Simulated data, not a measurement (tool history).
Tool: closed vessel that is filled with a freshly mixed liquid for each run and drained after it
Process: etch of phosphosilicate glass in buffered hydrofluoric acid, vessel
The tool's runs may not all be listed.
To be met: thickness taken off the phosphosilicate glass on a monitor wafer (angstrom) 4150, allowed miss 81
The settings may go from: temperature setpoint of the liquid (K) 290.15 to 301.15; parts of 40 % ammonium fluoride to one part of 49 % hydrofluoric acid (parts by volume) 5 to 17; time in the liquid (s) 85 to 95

run,hour,temperature setpoint of the liquid (K),parts of 40 % ammonium fluoride to one part of 49 % hydrofluoric acid (parts by volume),time in the liquid (s),thickness taken off the phosphosilicate glass on a monitor wafer (angstrom)
1,0,293.15,10.5,85,3610
2,9.2,290.65,10.5,85,3118
3,16.3,290.15,10.5,85,3041.2
4,22.7,291.65,10.5,85,3325.4
5,24.3,291.65,10.5,85,3310
6,26.2,293.15,10.5,85,3598.9
7,34.4,294.15,10.5,85,3786.6
8,43.5,294.65,10.5,85,3910.7
9,52.7,295.15,10.5,85,3983.4

4 next moves are on the table. One of them brings every result within its allowed miss. Which?
A,61.9,294.65,10,90,?
B,61.9,294.15,11,90,?
C,61.9,293.15,9.5,90,?
D,61.9,295.65,11,85,?

move,thickness taken off the phosphosilicate glass on a monitor wafer (angstrom)
A,4326.2
B,3834.7
C,4110.3
D,3935.2
A: takes the result that was furthest off past its target
B: further off than the last run
C: meets every target
D: further off than the last run
Answer: C
